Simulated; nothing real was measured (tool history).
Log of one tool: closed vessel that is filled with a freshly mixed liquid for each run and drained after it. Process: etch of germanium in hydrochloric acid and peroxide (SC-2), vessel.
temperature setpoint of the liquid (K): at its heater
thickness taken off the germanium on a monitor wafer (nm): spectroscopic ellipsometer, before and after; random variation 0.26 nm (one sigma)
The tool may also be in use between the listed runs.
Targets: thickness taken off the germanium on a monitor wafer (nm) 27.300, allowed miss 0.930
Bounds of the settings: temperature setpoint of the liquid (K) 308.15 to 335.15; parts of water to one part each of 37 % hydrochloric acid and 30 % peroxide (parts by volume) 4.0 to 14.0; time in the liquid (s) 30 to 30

run,hour,temperature setpoint of the liquid (K),parts of water to one part each of 37 % hydrochloric acid and 30 % peroxide (parts by volume),time in the liquid (s),thickness taken off the germanium on a monitor wafer (nm)
1,0.0,319.15,7.5,30,36.467
2,7.2,318.15,7.5,30,35.418
3,11.1,312.65,7.5,30,29.336
4,14.6,317.65,7.5,30,34.394
# hour 17.2: new drum of peroxide connected
5,17.2,317.65,6.5,30,35.755
6,25.3,316.65,6.5,30,34.154
7,27.2,315.65,6.5,30,33.035
8,31.9,315.15,6.5,30,31.893

4 next moves are on the table. One of them brings every result within its allowed miss. Which?
A,36.6,308.15,7.5,30,?
B,36.6,308.15,4.0,30,?
C,36.6,310.15,5.5,30,?
D,36.6,308.15,4.5,30,?

move,thickness taken off the germanium on a monitor wafer (nm)
A,25.057
B,25.375
C,27.158
D,25.369
A: takes the result that was furthest off past its target
B: takes the result that was furthest off past its target
C: meets every target
D: takes the result that was furthest off past its target
Answer: C
